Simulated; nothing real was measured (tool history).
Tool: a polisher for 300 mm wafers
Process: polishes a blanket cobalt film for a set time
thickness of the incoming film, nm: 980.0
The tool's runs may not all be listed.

run,day,flow of slurry (ml/min),pressure of the wafer on the pad (kPa),speed of the pad under the wafer (cm/s),polishing time (s),film removed (Å)
1,0,245,11,128,38,2270.9
2,0.067,210,11,128,38,2235
3,0.408,205,9.7,128,38,1974.1
4,0.621,205,9.7,128,38,1954.1
5,0.996,200,9,128,38,1856
6,1.275,145,9,128,38,1739.8
7,1.433,145,8.3,128,38,1621.4

Forecast run 8:
8,1.729,145,7.6,128,38,?

{"run 8": {"film removed (Å)": 1507.7}}
